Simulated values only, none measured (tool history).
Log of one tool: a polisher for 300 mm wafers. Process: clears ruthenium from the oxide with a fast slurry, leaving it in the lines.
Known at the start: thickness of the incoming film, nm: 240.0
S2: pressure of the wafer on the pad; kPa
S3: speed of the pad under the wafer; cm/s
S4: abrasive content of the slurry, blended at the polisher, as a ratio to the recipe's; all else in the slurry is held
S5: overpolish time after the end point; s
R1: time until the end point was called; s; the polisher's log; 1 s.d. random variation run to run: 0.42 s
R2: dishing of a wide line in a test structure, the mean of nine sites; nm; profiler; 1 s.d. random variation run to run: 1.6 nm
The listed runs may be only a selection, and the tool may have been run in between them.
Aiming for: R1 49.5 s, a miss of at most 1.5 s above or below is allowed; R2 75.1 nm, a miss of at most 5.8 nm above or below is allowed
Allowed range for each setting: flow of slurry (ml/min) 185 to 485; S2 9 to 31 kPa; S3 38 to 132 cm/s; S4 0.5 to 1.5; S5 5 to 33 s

{"run": 1, "hour": 0.0, "flow of slurry (ml/min)": 310, "S2": 20, "S3": 84, "S4": 1, "S5": 17, "R1": 79.294, "R2": 38.022}
{"run": 2, "hour": 4.9, "flow of slurry (ml/min)": 310, "S2": 20, "S3": 84, "S4": 1, "S5": 14, "R1": 79.83, "R2": 33.366}
{"run": 3, "hour": 7.6, "flow of slurry (ml/min)": 310, "S2": 21.4, "S3": 84, "S4": 1, "S5": 16, "R1": 74.296, "R2": 37.996}
{"run": 4, "hour": 13.8, "flow of slurry (ml/min)": 310, "S2": 21.4, "S3": 84, "S4": 1, "S5": 10, "R1": 74.418, "R2": 26.019}
{"run": 5, "hour": 20.5, "flow of slurry (ml/min)": 310, "S2": 22.8, "S3": 84, "S4": 1, "S5": 12, "R1": 70.386, "R2": 31.432}
{"run": 6, "hour": 23.2, "flow of slurry (ml/min)": 310, "S2": 24.1, "S3": 84, "S4": 1, "S5": 14, "R1": 66.276, "R2": 38.373}
{"run": 7, "hour": 29.5, "flow of slurry (ml/min)": 310, "S2": 25.5, "S3": 84, "S4": 1, "S5": 15, "R1": 63.206, "R2": 39.324}
{"run": 8, "hour": 31.6, "flow of slurry (ml/min)": 310, "S2": 31, "S3": 88, "S4": 1, "S5": 23, "R1": 50.64, "R2": 63.672}
{"run": 9, "hour": 38.1, "flow of slurry (ml/min)": 310, "S2": 31, "S3": 88, "S4": 1, "S5": 24, "R1": 50.819, "R2": 66.877}
{"run": 10, "hour": 41.2, "flow of slurry (ml/min)": 310, "S2": 31, "S3": 90, "S4": 1, "S5": 25, "R1": 49.617, "R2": 70.321}

Consider the 5 candidate settings below. Which is the only one whose results all fall within their allowed miss of target?
{"run": "A", "hour": 44.3, "flow of slurry (ml/min)": 400, "S2": 29.6, "S3": 102, "S4": 0.95, "S5": 20, "R1": "?", "R2": "?"}
{"run": "B", "hour": 44.3, "flow of slurry (ml/min)": 350, "S2": 31, "S3": 78, "S4": 1.15, "S5": 32, "R1": "?", "R2": "?"}
{"run": "C", "hour": 44.3, "flow of slurry (ml/min)": 455, "S2": 31, "S3": 96, "S4": 0.85, "S5": 28, "R1": "?", "R2": "?"}
{"run": "D", "hour": 44.3, "flow of slurry (ml/min)": 295, "S2": 31, "S3": 90, "S4": 0.95, "S5": 20, "R1": "?", "R2": "?"}
{"run": "E", "hour": 44.3, "flow of slurry (ml/min)": 330, "S2": 31, "S3": 84, "S4": 1.05, "S5": 23, "R1": "?", "R2": "?"}

move=A R1=45.609 R2=63.81
move=B R1=52.461 R2=76.043
move=C R1=48.652 R2=73.945
move=D R1=50.489 R2=59.994
move=E R1=51.057 R2=64.824
A: the biggest miss grows against the last run
B: meets the target for the result that was furthest off, but another lies outside its allowed miss
C: every result within its allowed miss
D: the biggest miss grows against the last run
E: the biggest miss grows against the last run
Go with C: it meets all targets.

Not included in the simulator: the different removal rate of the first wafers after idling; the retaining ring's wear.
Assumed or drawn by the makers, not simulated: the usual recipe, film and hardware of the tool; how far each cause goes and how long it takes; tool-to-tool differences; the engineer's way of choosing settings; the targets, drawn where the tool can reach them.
